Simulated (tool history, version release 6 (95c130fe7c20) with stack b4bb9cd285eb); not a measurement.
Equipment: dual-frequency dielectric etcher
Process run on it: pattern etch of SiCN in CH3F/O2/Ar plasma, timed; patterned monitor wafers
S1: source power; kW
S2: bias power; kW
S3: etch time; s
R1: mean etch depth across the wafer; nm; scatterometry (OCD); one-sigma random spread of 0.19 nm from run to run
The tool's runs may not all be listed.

{"run": 1, "hour": 0.0, "S1": 0.49, "S2": 0.092, "S3": 159.0, "R1": 75.508}
{"run": 2, "hour": 6.6, "S1": 0.41, "S2": 0.092, "S3": 159.0, "R1": 70.189}
{"run": 3, "hour": 7.2, "S1": 0.47, "S2": 0.092, "S3": 159.0, "R1": 74.396}
{"run": 4, "hour": 12.6, "S1": 0.5, "S2": 0.093, "S3": 159.0, "R1": 76.474}
{"run": 5, "hour": 20.5, "S1": 0.53, "S2": 0.094, "S3": 159.0, "R1": 78.631}
{"hour": 25.9, "done": "source power generator calibrated"}
{"run": 6, "hour": 25.9, "S1": 0.53, "S2": 0.081, "S3": 159.0, "R1": 73.881}
{"run": 7, "hour": 28.9, "S1": 0.55, "S2": 0.084, "S3": 159.5, "R1": 76.544}
{"run": 8, "hour": 32.0, "S1": 0.57, "S2": 0.086, "S3": 160.0, "R1": 77.973}

Run 9 is up next; what results do you expect?
{"run": 9, "hour": 35.8, "S1": 0.58, "S2": 0.089, "S3": 160.5, "R1": "?"}

R1: 79.919 nm
